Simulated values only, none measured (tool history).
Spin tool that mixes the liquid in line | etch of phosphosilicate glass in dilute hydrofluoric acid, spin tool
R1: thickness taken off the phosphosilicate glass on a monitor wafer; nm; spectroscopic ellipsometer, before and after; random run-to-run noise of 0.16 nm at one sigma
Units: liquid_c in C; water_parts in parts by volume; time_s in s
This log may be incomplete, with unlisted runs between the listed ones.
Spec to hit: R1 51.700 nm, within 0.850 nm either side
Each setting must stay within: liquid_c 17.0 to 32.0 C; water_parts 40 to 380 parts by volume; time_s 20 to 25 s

{"run": 1, "hour": 0.0, "liquid_c": 24.0, "water_parts": 210, "time_s": 25, "R1": 22.067}
{"run": 2, "hour": 2.8, "liquid_c": 24.0, "water_parts": 210, "time_s": 25, "R1": 22.014}
{"run": 3, "hour": 8.6, "liquid_c": 26.0, "water_parts": 210, "time_s": 25, "R1": 23.641}
{"run": 4, "hour": 15.2, "liquid_c": 27.5, "water_parts": 185, "time_s": 25, "R1": 29.23}
{"run": 5, "hour": 19.8, "liquid_c": 27.5, "water_parts": 125, "time_s": 25, "R1": 46.632}
{"run": 6, "hour": 22.9, "liquid_c": 25.5, "water_parts": 125, "time_s": 25, "R1": 43.367}
{"run": 7, "hour": 25.5, "liquid_c": 27.0, "water_parts": 125, "time_s": 25, "R1": 45.79}
{"run": 8, "hour": 30.4, "liquid_c": 27.0, "water_parts": 125, "time_s": 25, "R1": 45.752}
{"run": 9, "hour": 35.6, "liquid_c": 28.0, "water_parts": 125, "time_s": 25, "R1": 47.533}
{"run": 10, "hour": 40.7, "liquid_c": 28.5, "water_parts": 125, "time_s": 25, "R1": 48.268}
{"run": 11, "hour": 43.7, "liquid_c": 29.0, "water_parts": 125, "time_s": 25, "R1": 49.341}
{"run": 12, "hour": 51.9, "liquid_c": 29.5, "water_parts": 125, "time_s": 25, "R1": 50.194}

Which one of the following 5 next-run settings gets every result inside its allowed miss? There is exactly one.
{"run": "A", "hour": 60.1, "liquid_c": 31.5, "water_parts": 135, "time_s": 25, "R1": "?"}
{"run": "B", "hour": 60.1, "liquid_c": 32.0, "water_parts": 140, "time_s": 25, "R1": "?"}
{"run": "C", "hour": 60.1, "liquid_c": 22.0, "water_parts": 80, "time_s": 20, "R1": "?"}
{"run": "D", "hour": 60.1, "liquid_c": 28.0, "water_parts": 95, "time_s": 20, "R1": "?"}
{"run": "E", "hour": 60.1, "liquid_c": 29.0, "water_parts": 125, "time_s": 25, "R1": "?"}

move=A R1=49.425
move=B R1=48.182
move=C R1=49.752
move=D R1=52.131
move=E R1=49.395
A: misses by more than the last run did
B: misses by more than the last run did
C: misses by more than the last run did
D: meets every target
E: misses by more than the last run did
D meets every target.

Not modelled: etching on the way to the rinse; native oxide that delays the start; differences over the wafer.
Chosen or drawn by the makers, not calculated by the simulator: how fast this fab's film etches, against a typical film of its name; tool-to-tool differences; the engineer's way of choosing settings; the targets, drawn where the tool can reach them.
